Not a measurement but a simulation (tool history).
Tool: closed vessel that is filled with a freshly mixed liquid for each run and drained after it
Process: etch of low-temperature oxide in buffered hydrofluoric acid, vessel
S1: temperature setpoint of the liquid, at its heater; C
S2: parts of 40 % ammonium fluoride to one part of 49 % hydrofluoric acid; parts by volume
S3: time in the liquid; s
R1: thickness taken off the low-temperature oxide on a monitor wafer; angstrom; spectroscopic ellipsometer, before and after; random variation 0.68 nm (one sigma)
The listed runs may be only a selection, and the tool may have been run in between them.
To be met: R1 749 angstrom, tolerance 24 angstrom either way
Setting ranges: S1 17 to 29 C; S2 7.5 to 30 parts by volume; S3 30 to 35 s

Run 1, hour 0: S1 21 C, S2 20.5 parts by volume, S3 35 s. Result: R1 520.4 angstrom.
Run 2, hour 2.3: S1 21 C, S2 24 parts by volume, S3 35 s. Result: R1 459.51 angstrom.
Run 3, hour 10.5: S1 22 C, S2 24 parts by volume, S3 35 s. Result: R1 482.17 angstrom.
Run 4, hour 15.1: S1 22.5 C, S2 24 parts by volume, S3 35 s. Result: R1 503.39 angstrom.
At hour 22.5: hydrofluoric acid flow meter replaced.
Run 5, hour 22.5: S1 25 C, S2 24 parts by volume, S3 35 s. Result: R1 530.47 angstrom.
Run 6, hour 24.4: S1 25.5 C, S2 23.5 parts by volume, S3 35 s. Result: R1 553.97 angstrom.
Run 7, hour 26: S1 26 C, S2 23 parts by volume, S3 35 s. Result: R1 592.58 angstrom.
Run 8, hour 34.9: S1 26.5 C, S2 22.5 parts by volume, S3 35 s. Result: R1 605.41 angstrom.
Run 9, hour 43.1: S1 26.5 C, S2 22 parts by volume, S3 35 s. Result: R1 610.82 angstrom.

Exercise: of the 5 proposed moves below, exactly one satisfies all targets within the stated allowed misses. Which move is it?
Run A, hour 51.3: S1 25 C, S2 19 parts by volume, S3 30 s. Result: R1 ?.
Run B, hour 51.3: S1 27 C, S2 21 parts by volume, S3 30 s. Result: R1 ?.
Run C, hour 51.3: S1 28.5 C, S2 25 parts by volume, S3 30 s. Result: R1 ?.
Run D, hour 51.3: S1 29 C, S2 20 parts by volume, S3 35 s. Result: R1 ?.
Run E, hour 51.3: S1 25.5 C, S2 18.5 parts by volume, S3 35 s. Result: R1 ?.

move      R1
   A  555.54
   B  569.09
   C  547.27
   D  763.91
   E  683.69
A: lands further from the targets than the last run did
B: lands further from the targets than the last run did
C: lands further from the targets than the last run did
D: every result lands within tolerance
E: gains on the last run, yet a result remains outside its allowed miss
D is the move that brings every result within its allowed miss.

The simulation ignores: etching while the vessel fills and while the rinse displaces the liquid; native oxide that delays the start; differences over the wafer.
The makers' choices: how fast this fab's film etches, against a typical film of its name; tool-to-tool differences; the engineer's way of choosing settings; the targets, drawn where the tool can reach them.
